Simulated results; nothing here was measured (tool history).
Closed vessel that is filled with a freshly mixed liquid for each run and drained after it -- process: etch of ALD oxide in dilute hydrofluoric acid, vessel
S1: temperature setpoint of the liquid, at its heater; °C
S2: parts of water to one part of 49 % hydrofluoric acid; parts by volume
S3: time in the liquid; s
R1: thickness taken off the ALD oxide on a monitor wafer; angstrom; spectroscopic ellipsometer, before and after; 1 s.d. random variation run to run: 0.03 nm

run,hour,S1,S2,S3,R1
1,0.0,25.0,205,35,53.027
2,4.1,24.0,210,35,50.585
3,12.1,23.5,220,35,45.853
4,20.8,23.5,220,35,46.726
5,23.4,23.0,225,35,43.720
6,32.2,22.5,230,35,43.204

What will run 7 give?
7,33.1,18.5,280,35,?

{"run 7": {"R1": 28.703}}
